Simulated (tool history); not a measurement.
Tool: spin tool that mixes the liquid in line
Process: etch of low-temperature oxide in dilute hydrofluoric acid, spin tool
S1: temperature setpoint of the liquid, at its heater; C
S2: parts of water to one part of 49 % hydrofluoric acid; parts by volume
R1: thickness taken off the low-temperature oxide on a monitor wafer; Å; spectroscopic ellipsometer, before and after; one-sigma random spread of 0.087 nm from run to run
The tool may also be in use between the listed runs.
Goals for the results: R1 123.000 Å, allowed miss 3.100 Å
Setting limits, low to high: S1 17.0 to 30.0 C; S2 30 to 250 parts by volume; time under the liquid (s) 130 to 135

run 1 hour=0.0 | S1=22.0 S2=140 time_under_the_liquid_(s)=130 | R1=75.442
run 2 hour=4.3 | S1=22.0 S2=140 time_under_the_liquid_(s)=130 | R1=75.755
run 3 hour=12.8 | S1=22.0 S2=140 time_under_the_liquid_(s)=130 | R1=76.488
run 4 hour=19.6 | S1=23.5 S2=135 time_under_the_liquid_(s)=130 | R1=82.576
run 5 hour=25.1 | S1=25.0 S2=135 time_under_the_liquid_(s)=130 | R1=88.418
run 6 hour=27.1 | S1=25.0 S2=95 time_under_the_liquid_(s)=130 | R1=132.420
run 7 hour=30.6 | S1=25.0 S2=95 time_under_the_liquid_(s)=130 | R1=133.570
run 8 hour=34.1 | S1=24.5 S2=95 time_under_the_liquid_(s)=130 | R1=128.290
run 9 hour=35.7 | S1=24.0 S2=95 time_under_the_liquid_(s)=130 | R1=126.810

Pick the move, out of 5, that brings all results within their allowed miss; only one does.
run A hour=37.3 | S1=23.0 S2=90 time_under_the_liquid_(s)=130 | R1=?
run B hour=37.3 | S1=22.0 S2=90 time_under_the_liquid_(s)=130 | R1=?
run C hour=37.3 | S1=25.0 S2=100 time_under_the_liquid_(s)=135 | R1=?
run D hour=37.3 | S1=24.5 S2=95 time_under_the_liquid_(s)=135 | R1=?
run E hour=37.3 | S1=21.0 S2=85 time_under_the_liquid_(s)=135 | R1=?

move=A R1=130.690
move=B R1=125.510
move=C R1=130.630
move=D R1=135.670
move=E R1=133.260
A: moves away from the targets compared with the last run
B: in spec on every target
C: moves away from the targets compared with the last run
D: moves away from the targets compared with the last run
E: moves away from the targets compared with the last run
Go with B: it meets all targets.
